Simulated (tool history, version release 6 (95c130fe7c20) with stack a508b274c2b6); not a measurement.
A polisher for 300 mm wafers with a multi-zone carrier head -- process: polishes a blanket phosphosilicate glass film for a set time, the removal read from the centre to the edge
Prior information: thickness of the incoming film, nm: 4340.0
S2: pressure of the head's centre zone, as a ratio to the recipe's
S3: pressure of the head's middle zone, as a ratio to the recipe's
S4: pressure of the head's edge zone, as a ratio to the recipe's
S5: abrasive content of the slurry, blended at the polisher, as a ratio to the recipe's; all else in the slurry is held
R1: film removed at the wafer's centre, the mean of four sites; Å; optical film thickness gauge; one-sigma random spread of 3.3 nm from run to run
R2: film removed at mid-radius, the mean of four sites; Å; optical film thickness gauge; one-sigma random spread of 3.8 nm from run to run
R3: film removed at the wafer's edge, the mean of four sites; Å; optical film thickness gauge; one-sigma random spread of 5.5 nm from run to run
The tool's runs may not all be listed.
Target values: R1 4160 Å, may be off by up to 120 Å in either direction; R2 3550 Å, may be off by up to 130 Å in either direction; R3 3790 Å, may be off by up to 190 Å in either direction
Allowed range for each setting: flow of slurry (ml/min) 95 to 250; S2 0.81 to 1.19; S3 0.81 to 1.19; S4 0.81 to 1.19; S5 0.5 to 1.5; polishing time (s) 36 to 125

run 1 hour=0 | flow_of_slurry_(ml/min)=160 S2=1 S3=1 S4=1 S5=1 polishing_time_(s)=80 | R1=4545.4 R2=4558.8 R3=4516.2
run 2 hour=3.7 | flow_of_slurry_(ml/min)=155 S2=1.01 S3=0.97 S4=0.97 S5=0.95 polishing_time_(s)=80 | R1=4438.8 R2=4294.1 R3=4217
run 3 hour=4.9 | flow_of_slurry_(ml/min)=145 S2=1.01 S3=0.94 S4=0.97 S5=0.95 polishing_time_(s)=80 | R1=4366.4 R2=4140.5 R3=4181.4
run 4 hour=13.3 | flow_of_slurry_(ml/min)=145 S2=1.04 S3=0.94 S4=0.97 S5=0.95 polishing_time_(s)=80 | R1=4530.2 R2=4143.5 R3=4261.5
run 5 hour=19.2 | flow_of_slurry_(ml/min)=140 S2=1.04 S3=0.92 S4=0.95 S5=0.95 polishing_time_(s)=80 | R1=4361.9 R2=4042.6 R3=4096.3
run 6 hour=25.4 | flow_of_slurry_(ml/min)=140 S2=1.09 S3=0.92 S4=0.95 S5=0.95 polishing_time_(s)=80 | R1=4674.1 R2=4017.3 R3=4135.3
run 7 hour=34 | flow_of_slurry_(ml/min)=135 S2=1.08 S3=0.9 S4=0.94 S5=0.95 polishing_time_(s)=80 | R1=4574.4 R2=3853.8 R3=4083.1
run 8 hour=34.5 | flow_of_slurry_(ml/min)=105 S2=1.04 S3=0.88 S4=0.87 S5=0.9 polishing_time_(s)=80 | R1=3914.7 R2=3477.1 R3=3665.6
run 9 hour=38.7 | flow_of_slurry_(ml/min)=110 S2=1.04 S3=0.88 S4=0.87 S5=0.9 polishing_time_(s)=80 | R1=4069.9 R2=3513.2 R3=3742.3

5 candidate next runs follow, results not yet known. Just one meets every target within its allowed miss. Identify it.
run A hour=42.9 | flow_of_slurry_(ml/min)=110 S2=1.03 S3=0.87 S4=0.83 S5=0.95 polishing_time_(s)=77 | R1=? R2=? R3=?
run B hour=42.9 | flow_of_slurry_(ml/min)=115 S2=1.05 S3=0.86 S4=0.86 S5=0.9 polishing_time_(s)=81 | R1=? R2=? R3=?
run C hour=42.9 | flow_of_slurry_(ml/min)=95 S2=1.05 S3=0.81 S4=0.91 S5=0.85 polishing_time_(s)=85 | R1=? R2=? R3=?
run D hour=42.9 | flow_of_slurry_(ml/min)=95 S2=0.97 S3=0.87 S4=0.94 S5=1 polishing_time_(s)=79 | R1=? R2=? R3=?
run E hour=42.9 | flow_of_slurry_(ml/min)=100 S2=1 S3=0.89 S4=0.87 S5=0.8 polishing_time_(s)=87 | R1=? R2=? R3=?

move=A R1=3982.3 R2=3524.4 R3=3528.4
move=B R1=4215.5 R2=3624.3 R3=3707
move=C R1=3995.9 R2=3304.4 R3=3720.1
move=D R1=3744.8 R2=3526.5 R3=3796.7
move=E R1=3876.4 R2=3607.6 R3=3655.2
A: its largest miss is bigger than the last run's
B: every result within its allowed miss
C: its largest miss is bigger than the last run's
D: its largest miss is bigger than the last run's
E: its largest miss is bigger than the last run's
So the answer is move B, the one that meets all the targets.
